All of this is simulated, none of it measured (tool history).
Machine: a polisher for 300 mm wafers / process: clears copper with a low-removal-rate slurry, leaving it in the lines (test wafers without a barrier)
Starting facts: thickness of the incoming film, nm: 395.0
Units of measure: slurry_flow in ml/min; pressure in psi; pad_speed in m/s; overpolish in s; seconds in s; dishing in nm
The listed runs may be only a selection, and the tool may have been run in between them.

run 1 day=0 | slurry_flow=305 pressure=3.3 pad_speed=1.18 slurry_solids=1 overpolish=8 | seconds=124.18 dishing=19.763
run 2 day=0.283 | slurry_flow=380 pressure=3.3 pad_speed=1.18 slurry_solids=1 overpolish=8 | seconds=122.98 dishing=19.303
run 3 day=0.392 | slurry_flow=380 pressure=2.7 pad_speed=1.18 slurry_solids=1 overpolish=8 | seconds=148.17 dishing=16.171
run 4 day=0.571 | slurry_flow=380 pressure=2.1 pad_speed=1.18 slurry_solids=1 overpolish=8 | seconds=185.76 dishing=13.473
run 5 day=0.921 | slurry_flow=380 pressure=2.1 pad_speed=1.18 slurry_solids=0.85 overpolish=8 | seconds=188.74 dishing=12.764
run 6 day=0.979 | slurry_flow=380 pressure=2.1 pad_speed=1.36 slurry_solids=0.85 overpolish=8 | seconds=161.81 dishing=14.468
run 7 day=1.238 | slurry_flow=385 pressure=2.3 pad_speed=1.36 slurry_solids=0.9 overpolish=9 | seconds=150.82 dishing=17.415

Forecast run 8:
run 8 day=1.325 | slurry_flow=385 pressure=2.5 pad_speed=1.36 slurry_solids=0.95 overpolish=10 | seconds=? dishing=?

Run 8 came out at seconds 138.92 s, dishing 21.18 nm.
